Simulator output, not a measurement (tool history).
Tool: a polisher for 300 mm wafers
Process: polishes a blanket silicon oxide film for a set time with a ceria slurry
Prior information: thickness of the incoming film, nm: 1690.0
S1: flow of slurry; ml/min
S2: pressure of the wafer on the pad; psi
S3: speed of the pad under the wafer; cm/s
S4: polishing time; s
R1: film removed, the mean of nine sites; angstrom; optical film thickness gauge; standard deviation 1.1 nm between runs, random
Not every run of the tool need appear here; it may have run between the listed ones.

run,hour,S1,S2,S3,S4,R1
1,0,180,2.2,104,59,1844.1
2,4.8,180,2,104,59,1732.7
3,6.4,200,2,104,59,1788.4
4,8.7,190,1.9,104,59,1718
5,14.3,190,1.7,104,59,1591.6
6,21.7,185,1.6,104,59,1538.6

Run 7 is up next; what results do you expect?
7,24.6,180,1.5,104,59,?

Run 7 produced R1 1493.1 angstrom.

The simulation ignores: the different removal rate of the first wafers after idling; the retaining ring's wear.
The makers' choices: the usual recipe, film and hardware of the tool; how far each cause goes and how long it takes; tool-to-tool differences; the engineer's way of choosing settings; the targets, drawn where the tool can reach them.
